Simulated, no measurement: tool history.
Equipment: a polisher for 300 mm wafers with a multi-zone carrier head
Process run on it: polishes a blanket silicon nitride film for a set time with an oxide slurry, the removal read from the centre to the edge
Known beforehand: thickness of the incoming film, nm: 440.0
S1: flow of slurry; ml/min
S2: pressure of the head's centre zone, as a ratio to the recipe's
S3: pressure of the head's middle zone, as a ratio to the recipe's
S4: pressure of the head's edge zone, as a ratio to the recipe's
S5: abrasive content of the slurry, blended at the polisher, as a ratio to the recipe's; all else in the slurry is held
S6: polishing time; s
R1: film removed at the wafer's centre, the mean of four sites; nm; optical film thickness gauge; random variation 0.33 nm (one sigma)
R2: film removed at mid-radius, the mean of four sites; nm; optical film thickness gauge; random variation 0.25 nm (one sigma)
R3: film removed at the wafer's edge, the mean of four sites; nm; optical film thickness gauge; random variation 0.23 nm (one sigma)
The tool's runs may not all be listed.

run 1 hour=0.0 | S1=210 S2=1.00 S3=1.00 S4=1.00 S5=1.00 S6=41 | R1=23.338 R2=23.601 R3=24.299
run 2 hour=6.1 | S1=210 S2=1.02 S3=0.99 S4=0.98 S5=0.95 S6=41 | R1=23.453 R2=22.747 R3=23.198
run 3 hour=12.9 | S1=210 S2=1.02 S3=0.92 S4=0.98 S5=0.95 S6=41 | R1=23.311 R2=21.880 R3=23.120
run 4 hour=21.0 | S1=210 S2=1.02 S3=0.92 S4=0.94 S5=0.95 S6=41 | R1=23.538 R2=21.876 R3=22.787
run 5 hour=26.5 | S1=210 S2=1.03 S3=0.91 S4=0.93 S5=0.90 S6=41 | R1=23.023 R2=20.700 R3=21.492
run 6 hour=30.7 | S1=210 S2=0.96 S3=0.91 S4=0.93 S5=0.90 S6=41 | R1=20.828 R2=20.877 R3=21.928
run 7 hour=31.8 | S1=205 S2=0.98 S3=0.90 S4=0.91 S5=0.90 S6=41 | R1=21.147 R2=20.635 R3=20.920
run 8 hour=39.1 | S1=200 S2=0.99 S3=0.88 S4=0.90 S5=0.90 S6=41 | R1=21.110 R2=20.721 R3=21.458
run 9 hour=43.1 | S1=210 S2=1.00 S3=0.88 S4=0.90 S5=0.85 S6=41 | R1=20.992 R2=19.565 R3=20.934
run 10 hour=44.6 | S1=210 S2=1.02 S3=0.88 S4=0.89 S5=0.85 S6=41 | R1=21.661 R2=19.590 R3=20.515
run 11 hour=47.0 | S1=210 S2=1.03 S3=0.88 S4=0.88 S5=0.85 S6=41 | R1=21.996 R2=19.884 R3=20.317
run 12 hour=47.6 | S1=210 S2=1.04 S3=0.87 S4=0.87 S5=0.85 S6=41 | R1=21.932 R2=19.476 R3=19.730
run 13 hour=48.4 | S1=210 S2=1.05 S3=0.86 S4=0.87 S5=0.85 S6=41 | R1=22.414 R2=19.431 R3=19.931
-- hour=50.3 slurry nozzle cleaned
run 14 hour=50.3 | S1=210 S2=1.05 S3=0.86 S4=0.87 S5=0.85 S6=41 | R1=23.775 R2=20.299 R3=20.842
run 15 hour=55.2 | S1=210 S2=1.05 S3=0.86 S4=0.86 S5=0.85 S6=41 | R1=23.489 R2=20.099 R3=20.627
run 16 hour=63.4 | S1=210 S2=1.05 S3=0.86 S4=0.85 S5=0.85 S6=41 | R1=23.341 R2=19.958 R3=20.826

Estimate the outcome of run 17 from the log above:
run 17 hour=68.1 | S1=205 S2=1.06 S3=0.86 S4=0.85 S5=0.85 S6=41 | R1=? R2=? R3=?

{"run 17": {"R1": 24.064, "R2": 19.74, "R3": 20.482}}

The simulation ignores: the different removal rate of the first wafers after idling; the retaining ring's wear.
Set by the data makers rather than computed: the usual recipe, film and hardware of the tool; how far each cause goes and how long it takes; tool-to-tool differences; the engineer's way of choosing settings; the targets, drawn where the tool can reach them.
